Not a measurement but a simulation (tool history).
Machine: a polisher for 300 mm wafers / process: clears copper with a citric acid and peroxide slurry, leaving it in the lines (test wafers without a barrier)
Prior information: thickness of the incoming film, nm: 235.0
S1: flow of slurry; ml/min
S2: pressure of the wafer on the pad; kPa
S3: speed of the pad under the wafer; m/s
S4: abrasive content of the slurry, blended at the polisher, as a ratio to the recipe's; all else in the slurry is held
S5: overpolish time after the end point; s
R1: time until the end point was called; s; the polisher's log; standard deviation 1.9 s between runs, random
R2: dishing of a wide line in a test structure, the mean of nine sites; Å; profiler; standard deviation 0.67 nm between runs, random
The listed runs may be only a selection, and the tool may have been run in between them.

{"run": 1, "day": 0.0, "S1": 230, "S2": 17.9, "S3": 0.96, "S4": 1.0, "S5": 15, "R1": 136.32, "R2": 198.58}
{"run": 2, "day": 0.25, "S1": 175, "S2": 17.9, "S3": 0.96, "S4": 1.0, "S5": 15, "R1": 138.88, "R2": 184.66}
{"run": 3, "day": 0.3, "S1": 140, "S2": 17.9, "S3": 0.96, "S4": 1.0, "S5": 15, "R1": 146.35, "R2": 187.5}
{"run": 4, "day": 0.375, "S1": 145, "S2": 19.3, "S3": 0.96, "S4": 1.0, "S5": 15, "R1": 137.47, "R2": 199.76}
{"run": 5, "day": 0.646, "S1": 140, "S2": 19.3, "S3": 0.96, "S4": 1.0, "S5": 15, "R1": 138.29, "R2": 194.27}
{"run": 6, "day": 0.992, "S1": 140, "S2": 19.3, "S3": 0.96, "S4": 0.9, "S5": 15, "R1": 139.32, "R2": 188.96}

Run 7 has not been measured yet. What should we expect?
{"run": 7, "day": 1.304, "S1": 145, "S2": 20.7, "S3": 0.96, "S4": 0.9, "S5": 15, "R1": "?", "R2": "?"}

R1: 126.99 s
R2: 201.50 Å
